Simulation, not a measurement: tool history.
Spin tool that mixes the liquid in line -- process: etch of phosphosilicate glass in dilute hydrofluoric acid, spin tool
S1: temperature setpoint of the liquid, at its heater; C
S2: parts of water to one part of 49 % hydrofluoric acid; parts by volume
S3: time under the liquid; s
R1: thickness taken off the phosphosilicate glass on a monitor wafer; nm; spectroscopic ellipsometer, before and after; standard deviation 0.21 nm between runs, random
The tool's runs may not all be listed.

run,hour,S1,S2,S3,R1
1,0,24,130,15,11.131
2,1.6,24,105,15,14.1
3,8.8,21,105,15,12.433
4,13.1,22,105,15,12.985
5,19.7,23.5,100,15,14.754
6,25.8,23.5,100,15,14.697
7,28.7,24.5,95,15,16.005
8,31.5,25.5,90,15,17.844
9,32.6,26.5,90,15,18.591
10,38.5,27.5,90,15,19.594
11,40.8,28,90,15,19.427
12,44.9,28.5,90,15,19.855

Predict the results of run 13:
# hour 52.1: hydrofluoric acid flow meter replaced
13,52.1,29,90,15,?

For run 13 the tool returned R1 21.607 nm.
